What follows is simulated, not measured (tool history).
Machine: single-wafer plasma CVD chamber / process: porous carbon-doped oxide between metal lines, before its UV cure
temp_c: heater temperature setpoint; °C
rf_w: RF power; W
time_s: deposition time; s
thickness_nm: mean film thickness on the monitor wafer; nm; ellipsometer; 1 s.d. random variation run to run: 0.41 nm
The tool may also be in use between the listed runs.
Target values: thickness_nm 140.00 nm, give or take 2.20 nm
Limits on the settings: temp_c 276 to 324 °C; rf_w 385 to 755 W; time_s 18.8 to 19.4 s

{"run": 1, "hour": 0.0, "temp_c": 300, "rf_w": 570, "time_s": 18.8, "thickness_nm": 112.32}
{"run": 2, "hour": 7.5, "temp_c": 308, "rf_w": 570, "time_s": 18.8, "thickness_nm": 107.01}
{"run": 3, "hour": 9.9, "temp_c": 308, "rf_w": 620, "time_s": 18.8, "thickness_nm": 113.05}
{"run": 4, "hour": 12.5, "temp_c": 300, "rf_w": 620, "time_s": 18.8, "thickness_nm": 117.85}
{"run": 5, "hour": 14.0, "temp_c": 308, "rf_w": 620, "time_s": 18.8, "thickness_nm": 112.57}
{"run": 6, "hour": 17.3, "temp_c": 302, "rf_w": 630, "time_s": 18.8, "thickness_nm": 118.51}
{"run": 7, "hour": 21.1, "temp_c": 297, "rf_w": 635, "time_s": 18.8, "thickness_nm": 121.85}
{"run": 8, "hour": 24.8, "temp_c": 293, "rf_w": 645, "time_s": 18.8, "thickness_nm": 125.64}
{"run": 9, "hour": 27.4, "temp_c": 290, "rf_w": 650, "time_s": 18.8, "thickness_nm": 128.92}

Which single option among these 5 for the next run brings every result within its allowed miss of target? Just one does.
{"run": "A", "hour": 30.0, "temp_c": 293, "rf_w": 575, "time_s": 18.8, "thickness_nm": "?"}
{"run": "B", "hour": 30.0, "temp_c": 289, "rf_w": 700, "time_s": 19.3, "thickness_nm": "?"}
{"run": "C", "hour": 30.0, "temp_c": 293, "rf_w": 630, "time_s": 19.0, "thickness_nm": "?"}
{"run": "D", "hour": 30.0, "temp_c": 302, "rf_w": 600, "time_s": 19.2, "thickness_nm": "?"}
{"run": "E", "hour": 30.0, "temp_c": 302, "rf_w": 640, "time_s": 18.8, "thickness_nm": "?"}

move=A thickness_nm=117.99
move=B thickness_nm=139.60
move=C thickness_nm=125.89
move=D thickness_nm=116.95
move=E thickness_nm=119.12
A: further off than the last run
B: hits every target within its allowed miss
C: further off than the last run
D: further off than the last run
E: further off than the last run
Go with B: it meets all targets.

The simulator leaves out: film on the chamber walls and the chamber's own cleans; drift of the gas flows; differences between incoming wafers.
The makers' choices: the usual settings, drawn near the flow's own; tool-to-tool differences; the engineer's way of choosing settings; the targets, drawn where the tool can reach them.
